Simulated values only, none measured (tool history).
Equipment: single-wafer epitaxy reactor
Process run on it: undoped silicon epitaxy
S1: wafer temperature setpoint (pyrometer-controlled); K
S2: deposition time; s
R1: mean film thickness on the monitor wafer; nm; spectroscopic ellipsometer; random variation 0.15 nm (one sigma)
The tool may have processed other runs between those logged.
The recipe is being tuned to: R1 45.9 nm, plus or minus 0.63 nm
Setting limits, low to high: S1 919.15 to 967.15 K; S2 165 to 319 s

run	hour	S1	S2	R1
1	0	943.15	242	58.23
2	0.8	943.15	210	50.766
3	9.6	935.15	210	42.296
4	14.7	936.15	210	43.587
5	22.5	937.15	210	44.25
6	30	937.15	193	40.852
7	37.6	939.15	193	42.567
8	43.7	940.15	193	43.648
9	45.1	941.15	193	44.22

Exercise: of the 4 proposed moves below, exactly one satisfies all targets within the stated allowed misses. Which move is it?
A	46.5	941.15	179	?
B	46.5	936.15	221	?
C	46.5	944.15	172	?
D	46.5	946.15	184	?

move	R1
A	41.278
B	45.625
C	42.361
D	47.337
A: lands further from the targets than the last run did
B: in spec on every target
C: lands further from the targets than the last run did
D: takes the biggest miss from the last run beyond its target
Go with B: it meets all targets.
